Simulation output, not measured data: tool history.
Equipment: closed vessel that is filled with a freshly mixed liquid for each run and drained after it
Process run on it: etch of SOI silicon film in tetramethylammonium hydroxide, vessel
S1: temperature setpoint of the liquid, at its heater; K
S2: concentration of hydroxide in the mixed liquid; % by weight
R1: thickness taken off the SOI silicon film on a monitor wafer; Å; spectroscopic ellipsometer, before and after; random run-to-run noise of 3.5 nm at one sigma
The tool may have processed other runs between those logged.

run 1 hour=0 | S1=342.15 S2=11.5 time_in_the_liquid_(s)=30 | R1=2169.4
run 2 hour=8.9 | S1=343.15 S2=11.5 time_in_the_liquid_(s)=30 | R1=2305.8
run 3 hour=11.3 | S1=343.15 S2=11.5 time_in_the_liquid_(s)=30 | R1=2285.4
run 4 hour=15.9 | S1=343.15 S2=11.5 time_in_the_liquid_(s)=30 | R1=2317.6
run 5 hour=16.6 | S1=344.15 S2=11.5 time_in_the_liquid_(s)=30 | R1=2467.3
run 6 hour=20 | S1=344.15 S2=11.5 time_in_the_liquid_(s)=30 | R1=2429.7
run 7 hour=24.5 | S1=345.15 S2=11.5 time_in_the_liquid_(s)=30 | R1=2605.7
run 8 hour=31 | S1=345.65 S2=11.5 time_in_the_liquid_(s)=30 | R1=2641.8
run 9 hour=37.7 | S1=346.65 S2=11.5 time_in_the_liquid_(s)=30 | R1=2781.1

Forecast run 10:
run 10 hour=38.4 | S1=347.15 S2=11.5 time_in_the_liquid_(s)=30 | R1=?

Run 10 measured R1 2908.1 Å.
